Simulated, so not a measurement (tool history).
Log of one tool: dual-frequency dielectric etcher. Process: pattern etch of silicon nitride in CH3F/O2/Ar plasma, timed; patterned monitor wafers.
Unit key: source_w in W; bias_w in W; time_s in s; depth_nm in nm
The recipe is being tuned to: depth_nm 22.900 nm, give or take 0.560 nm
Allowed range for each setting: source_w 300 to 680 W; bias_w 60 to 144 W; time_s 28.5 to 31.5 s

run	hour	source_w	bias_w	time_s	depth_nm
1	0.0	490	102	31.5	27.043
2	0.7	490	94	31.5	25.904
3	7.0	460	92	31.5	24.820
4	9.4	440	91	31.5	24.238
5	16.2	430	91	31.5	23.974
6	16.9	480	91	31.5	25.212
7	22.8	460	90	31.5	24.648
8	27.9	450	89	31.5	24.208
9	31.2	440	89	31.5	23.841
10	32.1	430	89	31.5	23.704
11	35.0	420	89	31.5	23.367

Of the 5 settings listed for the next run, only one would bring every result within its allowed miss of target. Which one?
A	37.9	490	90	30.0	?
B	37.9	430	92	31.5	?
C	37.9	470	99	29.5	?
D	37.9	400	95	30.5	?
E	37.9	400	98	31.5	?

move	depth_nm
A	24.102
B	24.090
C	24.419
D	22.919
E	24.056
A: further off than the last run
B: further off than the last run
C: further off than the last run
D: each result inside its tolerance
E: further off than the last run
Correct choice: D, which meets every target

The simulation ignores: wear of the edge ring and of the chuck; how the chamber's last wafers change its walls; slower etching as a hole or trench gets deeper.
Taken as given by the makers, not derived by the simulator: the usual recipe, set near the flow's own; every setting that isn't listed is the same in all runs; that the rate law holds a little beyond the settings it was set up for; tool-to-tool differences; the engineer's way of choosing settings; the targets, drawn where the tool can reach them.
